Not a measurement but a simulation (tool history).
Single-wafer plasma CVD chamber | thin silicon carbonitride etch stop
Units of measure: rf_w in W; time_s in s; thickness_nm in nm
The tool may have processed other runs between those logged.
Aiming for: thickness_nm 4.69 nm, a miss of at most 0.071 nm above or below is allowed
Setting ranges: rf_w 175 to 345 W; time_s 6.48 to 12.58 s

Run 1, hour 0: rf_w 260 W, time_s 9.53 s. Result: thickness_nm 5.6642 nm.
Run 2, hour 6: rf_w 275 W, time_s 9.53 s. Result: thickness_nm 5.8023 nm.
Run 3, hour 8.7: rf_w 260 W, time_s 9.36 s. Result: thickness_nm 5.5771 nm.
Run 4, hour 15.6: rf_w 295 W, time_s 9.36 s. Result: thickness_nm 5.8496 nm.
Run 5, hour 20.6: rf_w 275 W, time_s 9.2 s. Result: thickness_nm 5.6021 nm.
Run 6, hour 21.5: rf_w 295 W, time_s 9.2 s. Result: thickness_nm 5.7445 nm.
Run 7, hour 22.5: rf_w 275 W, time_s 9.06 s. Result: thickness_nm 5.4856 nm.
Run 8, hour 25.3: rf_w 260 W, time_s 8.99 s. Result: thickness_nm 5.3576 nm.
Run 9, hour 33: rf_w 245 W, time_s 8.92 s. Result: thickness_nm 5.1755 nm.

Which one of the following 4 next-run settings gets every result inside its allowed miss? There is exactly one.
Run A, hour 40.7: rf_w 275 W, time_s 8.02 s. Result: thickness_nm ?.
Run B, hour 40.7: rf_w 260 W, time_s 7.87 s. Result: thickness_nm ?.
Run C, hour 40.7: rf_w 285 W, time_s 9.36 s. Result: thickness_nm ?.
Run D, hour 40.7: rf_w 230 W, time_s 8.47 s. Result: thickness_nm ?.

move  thickness_nm
   A        4.9003
   B        4.7029
   C        5.7994
   D        4.8139
A: nearer than the last run, and not there yet
B: all results land within tolerance of their targets
C: further off than the last run
D: nearer than the last run, and not there yet
B is the move that brings every result within its allowed miss.

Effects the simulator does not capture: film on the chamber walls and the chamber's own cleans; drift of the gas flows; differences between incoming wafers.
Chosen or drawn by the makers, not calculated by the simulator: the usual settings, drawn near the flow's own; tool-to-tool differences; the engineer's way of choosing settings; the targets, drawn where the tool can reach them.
